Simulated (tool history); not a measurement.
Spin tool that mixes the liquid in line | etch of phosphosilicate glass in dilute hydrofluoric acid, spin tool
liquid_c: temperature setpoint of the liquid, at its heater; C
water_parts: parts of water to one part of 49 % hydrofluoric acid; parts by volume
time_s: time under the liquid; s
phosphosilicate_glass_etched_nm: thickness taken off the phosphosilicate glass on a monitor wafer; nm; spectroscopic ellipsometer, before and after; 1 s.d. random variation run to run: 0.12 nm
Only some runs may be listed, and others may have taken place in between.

run	hour	liquid_c	water_parts	time_s	phosphosilicate_glass_etched_nm
1	0	25	240	50	10.839
2	1.6	27.5	195	50	15.21
3	7.9	29	165	50	19.712
4	9.8	30	150	50	22.94
5	16.6	31	145	50	25.008
6	19.8	31	145	50	24.622
7	28.1	31.5	140	50	26.381
8	36.1	32	140	50	26.75
9	37.8	32.5	140	50	27.338

Forecast run 10:
10	44.9	33	130	50	?

Logged for run 10: phosphosilicate_glass_etched_nm 30.449 nm.
